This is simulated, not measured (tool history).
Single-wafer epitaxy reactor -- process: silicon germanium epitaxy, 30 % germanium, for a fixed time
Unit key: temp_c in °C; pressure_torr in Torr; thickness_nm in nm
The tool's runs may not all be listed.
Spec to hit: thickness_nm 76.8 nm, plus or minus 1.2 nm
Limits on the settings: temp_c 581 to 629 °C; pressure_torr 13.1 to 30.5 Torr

Run 1, hour 0: temp_c 605 °C, pressure_torr 21.8 Torr. Result: thickness_nm 72.022 nm.
Run 2, hour 0.6: temp_c 606 °C, pressure_torr 21.8 Torr. Result: thickness_nm 73.141 nm.
Run 3, hour 1.2: temp_c 607 °C, pressure_torr 21.8 Torr. Result: thickness_nm 74.441 nm.
Run 4, hour 5.2: temp_c 608 °C, pressure_torr 21.8 Torr. Result: thickness_nm 75.764 nm.
Run 5, hour 11.6: temp_c 597 °C, pressure_torr 21.8 Torr. Result: thickness_nm 62.769 nm.
Run 6, hour 19.7: temp_c 604 °C, pressure_torr 21.8 Torr. Result: thickness_nm 70.616 nm.
Run 7, hour 20.8: temp_c 605 °C, pressure_torr 21.8 Torr. Result: thickness_nm 72.025 nm.
At hour 27.8: capacitance manometer re-zeroed and calibrated.
Run 8, hour 27.8: temp_c 609 °C, pressure_torr 21.9 Torr. Result: thickness_nm 73.811 nm.
Run 9, hour 33.3: temp_c 610 °C, pressure_torr 21.9 Torr. Result: thickness_nm 74.921 nm.

Exactly one of the 5 candidate moves below puts every result within its allowed miss. Which one?
Run A, hour 38.8: temp_c 608 °C, pressure_torr 23.8 Torr. Result: thickness_nm ?.
Run B, hour 38.8: temp_c 607 °C, pressure_torr 22.5 Torr. Result: thickness_nm ?.
Run C, hour 38.8: temp_c 609 °C, pressure_torr 22.2 Torr. Result: thickness_nm ?.
Run D, hour 38.8: temp_c 607 °C, pressure_torr 21.9 Torr. Result: thickness_nm ?.
Run E, hour 38.8: temp_c 612 °C, pressure_torr 20.1 Torr. Result: thickness_nm ?.

move  thickness_nm
   A        76.302
   B        72.685
   C        74.423
   D        71.526
   E        73.428
A: all results land within tolerance of their targets
B: further off than the last run
C: further off than the last run
D: further off than the last run
E: further off than the last run
The move that meets every target is A.

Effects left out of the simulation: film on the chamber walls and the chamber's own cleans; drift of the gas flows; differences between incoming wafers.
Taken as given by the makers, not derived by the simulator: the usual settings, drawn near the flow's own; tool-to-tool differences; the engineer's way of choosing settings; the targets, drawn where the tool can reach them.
